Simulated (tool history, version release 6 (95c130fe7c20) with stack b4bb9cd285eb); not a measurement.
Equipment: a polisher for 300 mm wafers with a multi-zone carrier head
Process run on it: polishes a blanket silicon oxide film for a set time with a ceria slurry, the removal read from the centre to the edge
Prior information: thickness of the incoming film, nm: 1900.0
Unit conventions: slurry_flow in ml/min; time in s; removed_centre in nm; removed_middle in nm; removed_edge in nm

run,hour,slurry_flow,centre_zone,middle_zone,edge_zone,time,removed_centre,removed_middle,removed_edge
1,0.0,185,1.00,1.00,1.00,47,156.95,158.77,159.26
2,9.0,185,1.00,1.08,1.00,47,159.23,172.08,157.84
3,17.8,200,0.98,1.08,1.05,49,163.75,179.60,170.10
4,18.6,200,0.98,1.08,1.05,58,195.65,216.76,202.74
5,23.2,200,0.97,1.08,1.07,58,191.56,215.30,201.79
6,27.3,200,0.97,1.08,1.07,48,161.69,173.56,165.36
7,30.0,205,0.94,1.08,1.09,51,164.56,189.52,177.97
8,31.8,215,0.93,1.07,1.12,53,170.81,193.25,186.69

Run 9 is up next; what results do you expect?
9,34.0,220,0.92,1.07,1.14,54,?,?,?

Run 9 yielded removed_centre 175.62 nm, removed_middle 197.77 nm, removed_edge 194.75 nm.
